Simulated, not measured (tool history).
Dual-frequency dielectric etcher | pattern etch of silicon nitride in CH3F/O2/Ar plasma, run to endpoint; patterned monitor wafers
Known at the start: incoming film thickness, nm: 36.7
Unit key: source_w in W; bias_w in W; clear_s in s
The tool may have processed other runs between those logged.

run 1 hour=0.0 | source_w=500 bias_w=76 | clear_s=45.690
run 2 hour=7.8 | source_w=500 bias_w=67 | clear_s=46.606
run 3 hour=14.3 | source_w=440 bias_w=62 | clear_s=51.534
run 4 hour=20.3 | source_w=420 bias_w=61 | clear_s=52.778
run 5 hour=24.7 | source_w=340 bias_w=61 | clear_s=61.751
run 6 hour=27.5 | source_w=360 bias_w=61 | clear_s=59.684

Predict the results of run 7:
run 7 hour=30.2 | source_w=370 bias_w=61 | clear_s=?

clear_s: 58.193 s
